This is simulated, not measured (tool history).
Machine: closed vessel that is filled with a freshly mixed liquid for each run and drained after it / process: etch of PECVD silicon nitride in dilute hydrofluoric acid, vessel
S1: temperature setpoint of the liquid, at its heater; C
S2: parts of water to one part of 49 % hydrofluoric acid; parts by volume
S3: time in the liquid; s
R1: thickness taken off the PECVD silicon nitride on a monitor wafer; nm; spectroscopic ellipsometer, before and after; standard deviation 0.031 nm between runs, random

run 1 hour=0.0 | S1=23.0 S2=150 S3=340 | R1=6.8800
run 2 hour=2.1 | S1=22.0 S2=155 S3=340 | R1=6.2940
run 3 hour=6.2 | S1=21.0 S2=160 S3=340 | R1=5.7521
run 4 hour=9.2 | S1=21.0 S2=160 S3=145 | R1=2.4227
run 5 hour=13.5 | S1=21.0 S2=160 S3=145 | R1=2.4427
run 6 hour=20.7 | S1=18.0 S2=160 S3=145 | R1=1.9913
run 7 hour=27.7 | S1=19.0 S2=160 S3=145 | R1=2.1051
run 8 hour=33.4 | S1=23.0 S2=155 S3=145 | R1=2.8677

What does the tool deliver on the next run?
run 9 hour=38.3 | S1=24.5 S2=155 S3=145 | R1=?

For run 9 the tool returned R1 3.1568 nm.
